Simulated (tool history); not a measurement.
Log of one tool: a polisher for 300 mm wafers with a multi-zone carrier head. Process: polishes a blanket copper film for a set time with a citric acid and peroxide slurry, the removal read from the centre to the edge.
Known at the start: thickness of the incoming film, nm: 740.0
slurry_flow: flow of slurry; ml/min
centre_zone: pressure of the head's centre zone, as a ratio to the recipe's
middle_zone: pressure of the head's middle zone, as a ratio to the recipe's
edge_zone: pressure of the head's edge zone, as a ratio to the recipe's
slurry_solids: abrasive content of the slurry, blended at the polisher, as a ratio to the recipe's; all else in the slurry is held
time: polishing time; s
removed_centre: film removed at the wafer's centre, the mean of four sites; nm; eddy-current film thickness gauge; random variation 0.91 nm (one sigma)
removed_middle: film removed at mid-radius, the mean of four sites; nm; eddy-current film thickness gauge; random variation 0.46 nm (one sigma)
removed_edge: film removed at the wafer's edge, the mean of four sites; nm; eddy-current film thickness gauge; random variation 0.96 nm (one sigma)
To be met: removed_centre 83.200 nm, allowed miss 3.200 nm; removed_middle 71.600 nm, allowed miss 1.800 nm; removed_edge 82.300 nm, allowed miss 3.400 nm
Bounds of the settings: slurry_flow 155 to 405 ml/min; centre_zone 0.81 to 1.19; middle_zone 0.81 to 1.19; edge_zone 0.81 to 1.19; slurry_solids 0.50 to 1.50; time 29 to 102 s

| run | hour | slurry_flow | centre_zone | middle_zone | edge_zone | slurry_solids | time | removed_centre | removed_middle | removed_edge |
|---|---|---|---|---|---|---|---|---|---|---|
| 1 | 0.0 | 260 | 1.00 | 1.00 | 1.00 | 1.00 | 65 | 134.000 | 140.670 | 141.370 |
| 2 | 3.5 | 260 | 1.00 | 1.00 | 1.04 | 1.00 | 65 | 135.750 | 143.120 | 142.020 |
| 3 | 12.3 | 260 | 1.00 | 1.00 | 0.96 | 1.00 | 65 | 134.950 | 141.680 | 136.620 |
| 4 | 16.1 | 250 | 1.01 | 0.96 | 0.96 | 0.90 | 60 | 120.380 | 122.470 | 120.450 |
| 5 | 22.2 | 250 | 1.01 | 0.96 | 0.96 | 0.90 | 50 | 100.650 | 101.700 | 104.020 |
| 6 | 27.8 | 250 | 1.01 | 0.96 | 0.96 | 1.00 | 50 | 104.230 | 104.620 | 106.450 |
| 7 | 31.3 | 245 | 1.02 | 0.93 | 0.97 | 0.90 | 48 | 95.567 | 96.389 | 97.625 |
| 8 | 38.8 | 275 | 1.05 | 0.90 | 1.02 | 0.90 | 45 | 95.244 | 87.805 | 93.867 |
| 9 | 41.7 | 275 | 1.05 | 0.88 | 1.04 | 0.85 | 44 | 90.632 | 82.654 | 90.993 |
| 10 | 47.6 | 275 | 1.05 | 0.87 | 1.04 | 0.80 | 44 | 90.306 | 82.108 | 90.321 |
| 11 | 56.4 | 270 | 1.05 | 0.86 | 1.05 | 0.75 | 44 | 88.343 | 79.786 | 88.956 |

Which of these 5 next moves meets every target?
| A | 65.2 | 270 | 1.09 | 0.89 | 1.12 | 0.65 | 38 | ? | ? | ? |
| B | 65.2 | 300 | 1.07 | 0.84 | 1.05 | 0.50 | 46 | ? | ? | ? |
| C | 65.2 | 305 | 0.90 | 0.85 | 1.10 | 0.85 | 46 | ? | ? | ? |
| D | 65.2 | 285 | 1.10 | 1.10 | 0.90 | 0.65 | 42 | ? | ? | ? |
| E | 65.2 | 285 | 1.09 | 0.81 | 1.12 | 0.65 | 41 | ? | ? | ? |

| move | removed_centre | removed_middle | removed_edge |
|---|---|---|---|
| A | 75.762 | 67.216 | 75.340 |
| B | 83.789 | 72.548 | 82.517 |
| C | 82.803 | 86.145 | 98.819 |
| D | 85.135 | 87.759 | 76.737 |
| E | 82.196 | 68.070 | 81.706 |
A: takes the result that was furthest off past its target
B: meets every target
C: further off than the last run
D: further off than the last run
E: takes the result that was furthest off past its target
Move B is the one to make.
